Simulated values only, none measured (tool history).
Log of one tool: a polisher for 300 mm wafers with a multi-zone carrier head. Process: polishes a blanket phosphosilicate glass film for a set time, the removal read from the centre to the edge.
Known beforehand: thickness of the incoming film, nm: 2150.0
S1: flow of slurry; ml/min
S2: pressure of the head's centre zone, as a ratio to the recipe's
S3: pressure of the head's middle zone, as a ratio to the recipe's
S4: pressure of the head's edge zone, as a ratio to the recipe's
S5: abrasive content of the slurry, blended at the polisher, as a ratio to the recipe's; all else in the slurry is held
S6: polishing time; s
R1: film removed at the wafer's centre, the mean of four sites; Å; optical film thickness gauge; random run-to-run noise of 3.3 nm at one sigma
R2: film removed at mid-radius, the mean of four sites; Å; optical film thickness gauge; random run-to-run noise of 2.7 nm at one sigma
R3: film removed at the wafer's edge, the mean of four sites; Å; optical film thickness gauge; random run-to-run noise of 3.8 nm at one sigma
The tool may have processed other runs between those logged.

run  hour   S1    S2    S3    S4    S5  S6      R1      R2      R3
  1     0  275     1     1     1     1  52  5013.1  5148.1  5118.7
  2     1  320     1     1     1     1  52  5019.4  5213.1  5150.4
  3   9.2  320  0.94     1     1     1  52  4836.5  5184.2  5186.6
  4  12.2  315  0.93  0.98  0.98  0.95  52    4725  5049.9    4896
  5  14.4  310  0.92  0.96  0.99   0.9  52  4497.7    4888  4959.8
  6  17.4  305  0.93  0.94  0.98  0.85  52  4501.8  4646.4  4836.9
  7    20  300  0.92  0.92  0.97   0.8  52  4370.5  4471.7    4748

Run 8 is up next; what results do you expect?
  8    25  295  0.91  0.91  0.96  0.8  52   ?   ?   ?

For run 8 the tool returned R1 4279.5 Å, R2 4424.2 Å, R3 4682.4 Å.
